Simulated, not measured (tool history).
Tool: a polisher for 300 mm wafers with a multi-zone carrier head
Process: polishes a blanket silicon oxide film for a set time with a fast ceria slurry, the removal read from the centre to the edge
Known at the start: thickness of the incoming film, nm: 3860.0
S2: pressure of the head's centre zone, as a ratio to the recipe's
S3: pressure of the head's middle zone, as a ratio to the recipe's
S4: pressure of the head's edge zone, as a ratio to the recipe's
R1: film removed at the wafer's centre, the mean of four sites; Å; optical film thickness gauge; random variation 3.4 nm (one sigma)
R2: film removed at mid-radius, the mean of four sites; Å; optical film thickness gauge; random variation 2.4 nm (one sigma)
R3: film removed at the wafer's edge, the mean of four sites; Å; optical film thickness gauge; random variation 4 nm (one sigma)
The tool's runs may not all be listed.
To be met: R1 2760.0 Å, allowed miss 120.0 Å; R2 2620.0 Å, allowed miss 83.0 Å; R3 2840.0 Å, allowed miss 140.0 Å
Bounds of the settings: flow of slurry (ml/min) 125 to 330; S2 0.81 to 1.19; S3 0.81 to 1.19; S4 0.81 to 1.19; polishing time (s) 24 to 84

run 1 day=0.000 | flow_of_slurry_(ml/min)=210 S2=1.00 S3=1.00 S4=1.00 polishing_time_(s)=54 | R1=4767.6 R2=4863.2 R3=4735.6
run 2 day=0.075 | flow_of_slurry_(ml/min)=210 S2=1.00 S3=0.92 S4=1.00 polishing_time_(s)=54 | R1=4790.8 R2=4590.7 R3=4961.8
run 3 day=0.121 | flow_of_slurry_(ml/min)=210 S2=1.00 S3=0.92 S4=1.05 polishing_time_(s)=54 | R1=4769.3 R2=4638.3 R3=4919.7
run 4 day=0.446 | flow_of_slurry_(ml/min)=210 S2=1.06 S3=0.92 S4=1.05 polishing_time_(s)=54 | R1=5032.0 R2=4532.9 R3=4958.6
run 5 day=0.600 | flow_of_slurry_(ml/min)=210 S2=1.06 S3=0.92 S4=1.05 polishing_time_(s)=67 | R1=6235.5 R2=5694.1 R3=6043.6
run 6 day=0.908 | flow_of_slurry_(ml/min)=195 S2=1.05 S3=0.93 S4=1.03 polishing_time_(s)=59 | R1=5264.7 R2=4877.1 R3=5355.6
run 7 day=1.192 | flow_of_slurry_(ml/min)=185 S2=1.05 S3=0.95 S4=1.00 polishing_time_(s)=53 | R1=4777.3 R2=4485.7 R3=4777.0
run 8 day=1.279 | flow_of_slurry_(ml/min)=175 S2=1.05 S3=0.95 S4=0.97 polishing_time_(s)=48 | R1=4357.2 R2=4004.9 R3=4202.0
run 9 day=1.367 | flow_of_slurry_(ml/min)=175 S2=1.05 S3=0.95 S4=0.97 polishing_time_(s)=48 | R1=4274.0 R2=4149.2 R3=4104.1
run 10 day=1.725 | flow_of_slurry_(ml/min)=175 S2=1.05 S3=0.95 S4=0.97 polishing_time_(s)=48 | R1=4257.7 R2=4075.5 R3=4052.3

5 next moves are on the table. One of them brings every result within its allowed miss. Which?
run A day=2.083 | flow_of_slurry_(ml/min)=125 S2=1.07 S3=0.88 S4=0.94 polishing_time_(s)=34 | R1=? R2=? R3=?
run B day=2.083 | flow_of_slurry_(ml/min)=140 S2=1.07 S3=0.87 S4=0.94 polishing_time_(s)=34 | R1=? R2=? R3=?
run C day=2.083 | flow_of_slurry_(ml/min)=190 S2=1.05 S3=0.84 S4=0.89 polishing_time_(s)=34 | R1=? R2=? R3=?
run D day=2.083 | flow_of_slurry_(ml/min)=130 S2=0.96 S3=0.86 S4=0.91 polishing_time_(s)=34 | R1=? R2=? R3=?
run E day=2.083 | flow_of_slurry_(ml/min)=145 S2=1.11 S3=0.98 S4=0.94 polishing_time_(s)=34 | R1=? R2=? R3=?

move=A R1=3012.2 R2=2665.6 R3=2905.8
move=B R1=3047.3 R2=2670.1 R3=2928.1
move=C R1=3086.4 R2=2673.1 R3=2914.6
move=D R1=2729.1 R2=2630.3 R3=2870.5
move=E R1=3169.0 R2=2936.0 R3=2930.9
A: brings the result that was furthest off to its target, and leaves another outside
B: brings the result that was furthest off to its target, and leaves another outside
C: brings the result that was furthest off to its target, and leaves another outside
D: meets every target
E: nearer than the last run, and not there yet
Move D is the one to make.
